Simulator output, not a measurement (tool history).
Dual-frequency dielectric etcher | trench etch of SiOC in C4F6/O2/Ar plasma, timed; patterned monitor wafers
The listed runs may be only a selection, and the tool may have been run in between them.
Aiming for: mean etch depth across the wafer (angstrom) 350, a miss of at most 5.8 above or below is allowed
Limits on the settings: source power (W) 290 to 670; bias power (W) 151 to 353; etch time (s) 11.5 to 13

run,day,source power (W),bias power (W),etch time (s),mean etch depth across the wafer (angstrom)
1,0,480,252,13,300.9
2,0.229,480,280,13,309.78
3,0.358,430,280,13,295.67
4,0.567,390,280,13,285.48
5,0.621,410,282,13,292.87
6,0.708,480,282,13,312.31
7,0.933,490,283,13,314.02
8,1.225,500,284,13,319.95
9,1.488,510,285,13,318.58
10,1.692,520,286,13,324.2
11,1.858,530,287,13,326.6
12,2.092,540,288,13,329.82
13,2.396,550,289,13,331.88
14,2.654,560,290,13,334.08
15,2.717,570,291,13,337.52
16,2.788,590,293,13,342.47

Which of these 5 next moves meets every target?
A,2.858,580,322,13,?
B,2.858,640,260,12.5,?
C,2.858,560,287,12.5,?
D,2.858,610,267,13,?
E,2.858,580,315,12.5,?

move,mean etch depth across the wafer (angstrom)
A,351.75
B,330.22
C,322.22
D,339.49
E,335.97
A: in spec on every target
B: moves away from the targets compared with the last run
C: moves away from the targets compared with the last run
D: moves away from the targets compared with the last run
E: moves away from the targets compared with the last run
So the answer is move A, the one that meets all the targets.

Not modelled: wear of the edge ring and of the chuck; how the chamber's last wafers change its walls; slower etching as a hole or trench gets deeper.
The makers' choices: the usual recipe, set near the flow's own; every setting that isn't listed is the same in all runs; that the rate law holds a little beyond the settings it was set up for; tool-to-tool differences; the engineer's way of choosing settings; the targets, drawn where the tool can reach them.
